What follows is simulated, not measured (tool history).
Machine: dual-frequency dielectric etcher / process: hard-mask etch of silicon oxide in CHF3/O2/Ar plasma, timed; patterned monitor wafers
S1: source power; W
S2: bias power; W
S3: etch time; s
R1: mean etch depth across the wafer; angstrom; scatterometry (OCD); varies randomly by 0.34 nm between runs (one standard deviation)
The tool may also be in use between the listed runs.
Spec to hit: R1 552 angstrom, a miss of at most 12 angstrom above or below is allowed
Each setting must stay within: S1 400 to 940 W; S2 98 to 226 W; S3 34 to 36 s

run,hour,S1,S2,S3,R1
1,0,670,162,34,668.5
2,2.5,670,179,34,680.18
3,6.3,590,166,34,624.14
4,11.2,630,166,34,640.25
5,18.6,590,166,34,620.53
6,26.4,590,177,34,633.08
7,30.5,540,175,34,604.92
8,34.4,410,169,34,508
9,41.6,490,171,34,563.37

4 candidate next runs follow, results not yet known. Just one meets every target within its allowed miss. Identify it.
A,48.8,420,173,36,?
B,48.8,470,209,34,?
C,48.8,470,194,34,?
D,48.8,490,179,35,?

move,R1
A,549.92
B,594.55
C,578.67
D,592.68
A: every result lands within tolerance
B: misses by more than the last run did
C: misses by more than the last run did
D: misses by more than the last run did
A meets every target.
